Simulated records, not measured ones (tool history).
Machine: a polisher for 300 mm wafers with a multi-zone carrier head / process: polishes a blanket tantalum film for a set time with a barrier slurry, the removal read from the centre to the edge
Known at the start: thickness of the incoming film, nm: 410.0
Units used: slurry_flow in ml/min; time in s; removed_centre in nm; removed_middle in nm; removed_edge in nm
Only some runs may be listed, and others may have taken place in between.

Run 1, hour 0.0: slurry_flow 145 ml/min, centre_zone 1.00, middle_zone 1.00, edge_zone 1.00, slurry_solids 1.00, time 56 s. Result: removed_centre 118.37 nm, removed_middle 118.20 nm, removed_edge 117.06 nm.
Run 2, hour 0.5: slurry_flow 145 ml/min, centre_zone 1.00, middle_zone 1.00, edge_zone 1.00, slurry_solids 0.85, time 56 s. Result: removed_centre 112.89 nm, removed_middle 115.18 nm, removed_edge 113.08 nm.
Run 3, hour 8.3: slurry_flow 150 ml/min, centre_zone 0.99, middle_zone 1.04, edge_zone 1.04, slurry_solids 1.05, time 58 s. Result: removed_centre 122.79 nm, removed_middle 125.13 nm, removed_edge 127.83 nm.
Run 4, hour 13.9: slurry_flow 150 ml/min, centre_zone 0.94, middle_zone 1.04, edge_zone 1.04, slurry_solids 1.05, time 58 s. Result: removed_centre 115.80 nm, removed_middle 121.49 nm, removed_edge 126.03 nm.
Run 5, hour 16.4: slurry_flow 150 ml/min, centre_zone 0.94, middle_zone 1.04, edge_zone 1.04, slurry_solids 1.05, time 63 s. Result: removed_centre 127.76 nm, removed_middle 135.60 nm, removed_edge 136.69 nm.
Run 6, hour 21.1: slurry_flow 165 ml/min, centre_zone 0.94, middle_zone 1.04, edge_zone 1.04, slurry_solids 1.05, time 63 s. Result: removed_centre 127.63 nm, removed_middle 137.41 nm, removed_edge 139.05 nm.
Run 7, hour 23.0: slurry_flow 175 ml/min, centre_zone 0.97, middle_zone 1.08, edge_zone 1.05, slurry_solids 1.10, time 64 s. Result: removed_centre 138.50 nm, removed_middle 144.26 nm, removed_edge 142.22 nm.
Run 8, hour 24.4: slurry_flow 175 ml/min, centre_zone 0.96, middle_zone 1.11, edge_zone 1.04, slurry_solids 1.20, time 65 s. Result: removed_centre 141.19 nm, removed_middle 153.80 nm, removed_edge 149.48 nm.
Run 9, hour 30.8: slurry_flow 180 ml/min, centre_zone 0.97, middle_zone 1.13, edge_zone 1.04, slurry_solids 1.25, time 65 s. Result: removed_centre 143.31 nm, removed_middle 156.16 nm, removed_edge 148.82 nm.
Run 10, hour 33.4: slurry_flow 185 ml/min, centre_zone 0.97, middle_zone 1.14, edge_zone 1.04, slurry_solids 1.30, time 66 s. Result: removed_centre 145.91 nm, removed_middle 160.83 nm, removed_edge 158.31 nm.

Run 11 is up next; what results do you expect?
Run 11, hour 38.8: slurry_flow 190 ml/min, centre_zone 0.98, middle_zone 1.15, edge_zone 1.03, slurry_solids 1.30, time 67 s. Result: removed_centre ?, removed_middle ?, removed_edge ?.

Run 11 gave removed_centre 153.68 nm, removed_middle 168.57 nm, removed_edge 160.06 nm.
